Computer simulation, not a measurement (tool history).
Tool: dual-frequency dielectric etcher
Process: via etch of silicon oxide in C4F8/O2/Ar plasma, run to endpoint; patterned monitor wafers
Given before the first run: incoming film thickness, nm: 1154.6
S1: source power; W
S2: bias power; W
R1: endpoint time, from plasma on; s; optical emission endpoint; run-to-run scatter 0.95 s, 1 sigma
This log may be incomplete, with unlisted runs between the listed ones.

{"run": 1, "hour": 0.0, "S1": 1750, "S2": 2393, "R1": 210.58}
{"run": 2, "hour": 1.8, "S1": 2050, "S2": 2393, "R1": 202.56}
{"run": 3, "hour": 9.1, "S1": 1910, "S2": 2247, "R1": 212.28}
{"run": 4, "hour": 17.0, "S1": 1910, "S2": 2447, "R1": 205.92}
{"run": 5, "hour": 24.3, "S1": 1910, "S2": 2846, "R1": 190.07}
{"run": 6, "hour": 27.9, "S1": 1910, "S2": 2684, "R1": 195.71}
{"run": 7, "hour": 33.4, "S1": 1790, "S2": 2543, "R1": 205.27}
{"run": 8, "hour": 39.9, "S1": 1690, "S2": 2435, "R1": 212.4}
{"run": 9, "hour": 44.3, "S1": 1600, "S2": 2343, "R1": 219.61}
{"run": 10, "hour": 51.6, "S1": 1520, "S2": 2275, "R1": 226.71}
{"run": 11, "hour": 59.1, "S1": 1450, "S2": 2234, "R1": 229.73}

Run 12 comes next. What will it give?
{"run": 12, "hour": 64.7, "S1": 1100, "S2": 1860, "R1": "?"}

{"run 12": {"R1": 274.35}}
